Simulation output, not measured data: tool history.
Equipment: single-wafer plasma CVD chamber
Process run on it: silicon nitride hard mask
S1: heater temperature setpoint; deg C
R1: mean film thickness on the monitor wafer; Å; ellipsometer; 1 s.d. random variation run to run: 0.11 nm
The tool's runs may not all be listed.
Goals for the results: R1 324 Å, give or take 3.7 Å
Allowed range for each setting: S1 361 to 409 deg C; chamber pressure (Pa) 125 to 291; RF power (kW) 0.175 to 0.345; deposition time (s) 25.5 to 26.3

Run 1, hour 0: S1 385 deg C, chamber pressure (Pa) 208, RF power (kW) 0.26, deposition time (s) 25.5. Result: R1 278.79 Å.
Run 2, hour 2.5: S1 385 deg C, chamber pressure (Pa) 223, RF power (kW) 0.265, deposition time (s) 25.5. Result: R1 290.84 Å.
Run 3, hour 6.5: S1 385 deg C, chamber pressure (Pa) 233, RF power (kW) 0.265, deposition time (s) 25.5. Result: R1 294.77 Å.
Run 4, hour 9.6: S1 385 deg C, chamber pressure (Pa) 268, RF power (kW) 0.265, deposition time (s) 25.5. Result: R1 309.69 Å.
Run 5, hour 14.4: S1 385 deg C, chamber pressure (Pa) 272, RF power (kW) 0.265, deposition time (s) 25.5. Result: R1 310.35 Å.
Run 6, hour 14.9: S1 385 deg C, chamber pressure (Pa) 237, RF power (kW) 0.265, deposition time (s) 25.5. Result: R1 296.9 Å.
At hour 20.1: thermocouple changed; heater temperature recalibrated.
Run 7, hour 20.1: S1 385 deg C, chamber pressure (Pa) 279, RF power (kW) 0.275, deposition time (s) 25.5. Result: R1 319.53 Å.
Run 8, hour 28.8: S1 385 deg C, chamber pressure (Pa) 280, RF power (kW) 0.275, deposition time (s) 25.5. Result: R1 319.22 Å.
Run 9, hour 33.6: S1 385 deg C, chamber pressure (Pa) 281, RF power (kW) 0.275, deposition time (s) 25.5. Result: R1 319.95 Å.

Exercise: of the 5 proposed moves below, exactly one satisfies all targets within the stated allowed misses. Which move is it?
Run A, hour 38.4: S1 380 deg C, chamber pressure (Pa) 291, RF power (kW) 0.275, deposition time (s) 26.2. Result: R1 ?.
Run B, hour 38.4: S1 381 deg C, chamber pressure (Pa) 291, RF power (kW) 0.27, deposition time (s) 26.3. Result: R1 ?.
Run C, hour 38.4: S1 389 deg C, chamber pressure (Pa) 291, RF power (kW) 0.28, deposition time (s) 26. Result: R1 ?.
Run D, hour 38.4: S1 396 deg C, chamber pressure (Pa) 275, RF power (kW) 0.285, deposition time (s) 25.6. Result: R1 ?.
Run E, hour 38.4: S1 384 deg C, chamber pressure (Pa) 291, RF power (kW) 0.28, deposition time (s) 26. Result: R1 ?.

move      R1
   A  331.21
   B  328.31
   C  331.29
   D  323.42
   E  331.98
A: pushes the last run's worst result past its target
B: pushes the last run's worst result past its target
C: pushes the last run's worst result past its target
D: hits every target within its allowed miss
E: pushes the last run's worst result past its target
D meets every target.
